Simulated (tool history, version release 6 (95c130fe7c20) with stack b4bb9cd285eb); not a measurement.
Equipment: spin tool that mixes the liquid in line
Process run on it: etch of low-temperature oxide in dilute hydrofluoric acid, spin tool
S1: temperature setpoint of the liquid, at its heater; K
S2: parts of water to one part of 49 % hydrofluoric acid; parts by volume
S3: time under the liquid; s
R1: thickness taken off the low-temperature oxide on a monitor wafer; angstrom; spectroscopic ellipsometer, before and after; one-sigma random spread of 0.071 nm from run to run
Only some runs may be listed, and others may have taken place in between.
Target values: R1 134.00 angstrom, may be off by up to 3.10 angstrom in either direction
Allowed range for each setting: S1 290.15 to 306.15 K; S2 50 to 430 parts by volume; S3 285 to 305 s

run  hour      S1   S2   S3      R1
  1   0.0  298.15  240  285  143.58
  2   7.8  298.15  170  285  217.55
  3   8.4  296.15  170  285  203.47
  4   9.2  294.65  180  285  176.92
  5  15.9  293.65  185  285  165.34
  6  21.8  296.15  185  285  182.44
  7  26.2  294.65  190  285  165.80
  8  34.2  293.65  190  285  158.94
  9  39.5  292.65  190  285  153.34
 10  46.6  290.15  200  285  129.68
     53.6  -- thermometer replaced
 11  53.6  290.65  200  285  143.38
 12  61.2  290.65  205  285  140.51

Which one of the following 5 next-run settings gets every result inside its allowed miss? There is exactly one.
  A  68.8  295.15  245  285   ?
  B  68.8  292.65  205  285   ?
  C  68.8  290.65  200  295   ?
  D  68.8  295.15  240  305   ?
  E  68.8  290.15  195  285   ?

move      R1
   A  134.76
   B  152.37
   C  150.18
   D  147.95
   E  146.55
A: each result inside its tolerance
B: further off than the last run
C: further off than the last run
D: further off than the last run
E: further off than the last run
Correct choice: A, which meets every target
